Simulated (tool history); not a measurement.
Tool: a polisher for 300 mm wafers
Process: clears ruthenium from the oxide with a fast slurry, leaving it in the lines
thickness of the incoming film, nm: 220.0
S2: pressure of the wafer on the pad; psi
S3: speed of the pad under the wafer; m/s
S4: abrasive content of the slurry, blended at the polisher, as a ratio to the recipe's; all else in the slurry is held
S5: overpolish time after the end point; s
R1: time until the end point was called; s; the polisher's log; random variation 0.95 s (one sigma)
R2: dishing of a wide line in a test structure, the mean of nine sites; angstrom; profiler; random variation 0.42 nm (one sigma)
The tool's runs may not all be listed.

{"run": 1, "hour": 0.0, "flow of slurry (ml/min)": 215, "S2": 2.9, "S3": 1.12, "S4": 1.0, "S5": 13, "R1": 53.75, "R2": 424.45}
{"run": 2, "hour": 7.4, "flow of slurry (ml/min)": 215, "S2": 2.9, "S3": 1.12, "S4": 1.0, "S5": 8, "R1": 52.211, "R2": 285.14}
{"run": 3, "hour": 12.5, "flow of slurry (ml/min)": 215, "S2": 2.8, "S3": 1.12, "S4": 1.0, "S5": 8, "R1": 55.743, "R2": 274.1}
{"run": 4, "hour": 16.8, "flow of slurry (ml/min)": 215, "S2": 2.6, "S3": 1.12, "S4": 1.0, "S5": 6, "R1": 56.905, "R2": 204.11}
{"run": 5, "hour": 18.6, "flow of slurry (ml/min)": 215, "S2": 2.1, "S3": 1.12, "S4": 1.0, "S5": 6, "R1": 72.672, "R2": 163.11}
{"run": 6, "hour": 21.4, "flow of slurry (ml/min)": 215, "S2": 2.1, "S3": 1.02, "S4": 1.0, "S5": 6, "R1": 75.885, "R2": 161.68}
{"run": 7, "hour": 24.6, "flow of slurry (ml/min)": 215, "S2": 2.3, "S3": 1.04, "S4": 1.0, "S5": 6, "R1": 69.003, "R2": 166.1}
{"run": 8, "hour": 25.8, "flow of slurry (ml/min)": 215, "S2": 2.5, "S3": 1.04, "S4": 1.0, "S5": 7, "R1": 63.888, "R2": 206.59}
{"run": 9, "hour": 30.1, "flow of slurry (ml/min)": 215, "S2": 2.4, "S3": 1.06, "S4": 1.0, "S5": 5, "R1": 63.81, "R2": 151.33}

Run 10 comes next. What will it give?
{"run": 10, "hour": 35.1, "flow of slurry (ml/min)": 215, "S2": 2.4, "S3": 1.02, "S4": 1.0, "S5": 7, "R1": "?", "R2": "?"}

Run 10 gave R1 66.929 s, R2 202.67 angstrom.

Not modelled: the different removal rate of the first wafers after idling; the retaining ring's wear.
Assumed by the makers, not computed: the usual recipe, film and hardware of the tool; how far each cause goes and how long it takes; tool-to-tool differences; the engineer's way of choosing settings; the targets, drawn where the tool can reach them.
